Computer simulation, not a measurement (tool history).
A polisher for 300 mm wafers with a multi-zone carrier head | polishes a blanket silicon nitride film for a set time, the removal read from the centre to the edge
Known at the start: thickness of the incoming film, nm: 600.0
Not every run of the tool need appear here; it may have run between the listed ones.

run,hour,flow of slurry (ml/min),pressure of the head's centre zone,pressure of the head's middle zone,pressure of the head's edge zone,polishing time (s),film removed at the wafer's centre (angstrom),film removed at mid-radius (angstrom),film removed at the wafer's edge (angstrom)
1,0,270,1,1,1,78,2039.8,2083.6,2093.9
2,2.4,270,1,1,0.97,78,2086.5,2084.4,2056.5
3,4.3,270,1.06,1,0.97,78,2146.9,2040.9,2069.2
4,5.9,270,1.06,0.96,0.97,78,2182.4,2002.2,2031.7
5,13.7,270,1.06,0.88,0.97,78,2148,1882.8,2041.8
6,14.7,270,1.09,0.88,0.97,78,2281.2,1892,2079.1
7,22.3,275,1.09,0.92,0.98,82,2373.4,2027,2204.9

What will run 8 give?
8,23.1,305,1.12,1.02,0.96,104,?,?,?

film removed at the wafer's centre (angstrom): 3218.4
film removed at mid-radius (angstrom): 2804.6
film removed at the wafer's edge (angstrom): 2704.9

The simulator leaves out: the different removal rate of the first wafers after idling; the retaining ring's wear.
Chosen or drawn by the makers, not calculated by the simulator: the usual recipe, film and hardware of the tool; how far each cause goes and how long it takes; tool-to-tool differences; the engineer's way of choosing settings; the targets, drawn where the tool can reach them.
